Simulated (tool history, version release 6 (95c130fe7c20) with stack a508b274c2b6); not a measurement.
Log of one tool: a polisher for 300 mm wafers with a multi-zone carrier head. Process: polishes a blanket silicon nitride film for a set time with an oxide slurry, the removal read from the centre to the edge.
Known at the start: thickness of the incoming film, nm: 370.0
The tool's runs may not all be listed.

run	hour	flow of slurry (ml/min)	pressure of the head's centre zone	pressure of the head's middle zone	pressure of the head's edge zone	abrasive content of the slurry	polishing time (s)	film removed at the wafer's centre (angstrom)	film removed at mid-radius (angstrom)	film removed at the wafer's edge (angstrom)
1	0.0	285	1.00	1.00	1.00	1.00	50	343.37	359.25	339.99
2	4.6	230	1.00	1.00	1.00	1.00	50	336.44	347.53	335.45
3	11.6	245	0.99	1.02	0.97	0.90	47	298.93	323.64	295.88
4	19.2	245	0.91	1.02	0.97	0.90	47	275.21	314.78	295.48
5	22.7	255	0.92	1.03	0.94	0.80	45	253.62	289.24	256.68
6	24.2	325	0.92	1.03	0.94	0.80	45	259.52	297.79	264.12
7	29.4	260	0.92	1.07	0.84	0.55	40	175.72	209.64	174.84
8	34.3	285	0.94	1.08	0.86	0.55	40	181.88	210.61	175.33
9	38.0	300	0.95	1.10	0.88	0.55	40	184.30	219.39	178.98
10	45.5	315	0.96	1.11	0.90	0.55	40	188.17	217.87	181.47
11	50.5	330	0.97	1.13	0.91	0.55	40	189.00	229.98	185.85
12	54.6	340	0.98	1.13	0.92	0.55	40	194.02	219.39	185.17
13	61.2	345	0.98	1.14	0.92	0.55	40	192.67	227.85	188.58
14	68.7	355	0.99	1.15	0.92	0.55	40	195.17	232.05	185.89

Forecast run 15:
15	76.1	365	0.99	1.15	0.93	0.55	40	?	?	?

Run 15 gave film removed at the wafer's centre (angstrom) 196.04, film removed at mid-radius (angstrom) 227.36, film removed at the wafer's edge (angstrom) 187.06.

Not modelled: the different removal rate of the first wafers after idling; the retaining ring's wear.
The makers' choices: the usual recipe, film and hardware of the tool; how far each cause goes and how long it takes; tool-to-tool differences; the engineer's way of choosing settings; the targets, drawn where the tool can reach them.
